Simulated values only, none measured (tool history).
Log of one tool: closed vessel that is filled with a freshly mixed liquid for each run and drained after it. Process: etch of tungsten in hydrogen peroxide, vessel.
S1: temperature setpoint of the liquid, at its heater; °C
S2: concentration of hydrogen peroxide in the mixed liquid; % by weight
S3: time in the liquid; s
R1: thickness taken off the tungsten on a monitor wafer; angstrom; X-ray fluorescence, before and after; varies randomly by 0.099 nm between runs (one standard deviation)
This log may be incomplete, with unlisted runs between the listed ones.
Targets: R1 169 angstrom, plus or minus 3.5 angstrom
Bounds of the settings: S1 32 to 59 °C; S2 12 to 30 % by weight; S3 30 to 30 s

run  hour    S1    S2  S3      R1
  1     0    43  20.5  30  304.15
  2   6.1    43  20.5  30   305.8
  3   8.2    43  23.5  30  323.36
  4  16.7    42  23.5  30   306.1
  5  22.4    41  23.5  30  285.37
  6  25.3    40  23.5  30   268.3
  7  26.8    39  23.5  30  250.95
  8  28.4  38.5  23.5  30  244.78
  9  36.5    38  23.5  30  234.28
 10  39.7  37.5  23.5  30  224.31
 11  48.5    37  23.5  30  218.03
 12    52  36.5  23.5  30  212.54
 13  55.9    32  23.5  30  157.25
 14  59.1  32.5  23.5  30  162.76

Next run, 5 choices. One meets every target within its allowed miss, the rest don't. Which?
  A  62.3    35  18  30   ?
  B  62.3    32  23  30   ?
  C  62.3  32.5  22  30   ?
  D  62.3    34  18  30   ?
  E  62.3    34  19  30   ?

move      R1
   A   167.3
   B  154.27
   C  156.13
   D  156.39
   E  160.67
A: each result inside its tolerance
B: the biggest miss grows against the last run
C: the biggest miss grows against the last run
D: the biggest miss grows against the last run
E: the biggest miss grows against the last run
Go with A: it meets all targets.
